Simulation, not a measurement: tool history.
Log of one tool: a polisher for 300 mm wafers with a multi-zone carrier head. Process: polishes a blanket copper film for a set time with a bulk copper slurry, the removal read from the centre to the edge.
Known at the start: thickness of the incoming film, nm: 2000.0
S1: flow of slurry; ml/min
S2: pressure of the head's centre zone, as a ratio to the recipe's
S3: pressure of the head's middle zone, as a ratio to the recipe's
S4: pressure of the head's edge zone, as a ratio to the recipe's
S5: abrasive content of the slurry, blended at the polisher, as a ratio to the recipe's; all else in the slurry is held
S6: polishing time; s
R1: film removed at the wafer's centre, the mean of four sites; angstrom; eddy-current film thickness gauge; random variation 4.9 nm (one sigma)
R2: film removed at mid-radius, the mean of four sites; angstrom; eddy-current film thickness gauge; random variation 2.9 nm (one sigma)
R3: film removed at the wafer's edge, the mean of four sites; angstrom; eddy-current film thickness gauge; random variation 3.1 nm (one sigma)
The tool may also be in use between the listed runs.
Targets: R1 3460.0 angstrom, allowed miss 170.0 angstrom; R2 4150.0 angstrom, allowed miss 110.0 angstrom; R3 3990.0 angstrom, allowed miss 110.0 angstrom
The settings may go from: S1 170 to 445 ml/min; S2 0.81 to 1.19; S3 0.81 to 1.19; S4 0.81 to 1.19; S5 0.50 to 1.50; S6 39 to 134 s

run	hour	S1	S2	S3	S4	S5	S6	R1	R2	R3
1	0.0	285	1.00	1.00	1.00	1.00	86	4934.7	4863.0	4689.7
2	3.2	285	0.96	1.00	1.00	1.00	86	4623.0	4907.0	4655.2
3	9.5	275	0.92	0.97	0.97	0.95	86	4544.9	4596.5	4503.9
4	15.5	340	0.92	0.97	0.97	0.95	86	4478.8	4784.8	4609.7
5	19.9	340	0.92	0.92	0.97	0.95	86	4567.1	4529.2	4569.9
6	25.2	340	0.92	0.86	0.97	0.95	86	4538.7	4345.3	4614.4
7	26.5	355	0.89	0.90	0.98	0.85	84	4073.5	4252.0	4328.0
8	33.2	355	0.87	0.91	0.98	0.80	84	4004.1	4196.0	4282.6
9	35.5	365	0.85	0.93	0.99	0.75	84	3723.1	4153.5	4223.7
10	44.2	365	0.84	0.94	0.98	0.70	84	3727.3	4146.9	4071.0
11	45.6	370	0.83	0.95	0.99	0.70	84	3590.0	4153.5	4059.4

Which of these 5 next moves meets every target?
A	47.0	360	0.83	1.00	0.92	0.70	85	?	?	?
B	47.0	360	0.90	0.93	0.95	0.60	87	?	?	?
C	47.0	420	0.81	0.98	0.99	0.65	84	?	?	?
D	47.0	350	0.93	0.98	1.07	0.60	86	?	?	?
E	47.0	360	0.87	0.98	0.94	0.65	87	?	?	?

move	R1	R2	R3
A	3756.1	4353.9	3977.8
B	3900.6	3939.8	3888.5
C	3571.2	4160.1	3992.5
D	3968.6	4057.9	4061.6
E	3905.2	4255.6	3996.6
A: further off than the last run
B: further off than the last run
C: meets every target
D: further off than the last run
E: further off than the last run
Move C is the one to make.

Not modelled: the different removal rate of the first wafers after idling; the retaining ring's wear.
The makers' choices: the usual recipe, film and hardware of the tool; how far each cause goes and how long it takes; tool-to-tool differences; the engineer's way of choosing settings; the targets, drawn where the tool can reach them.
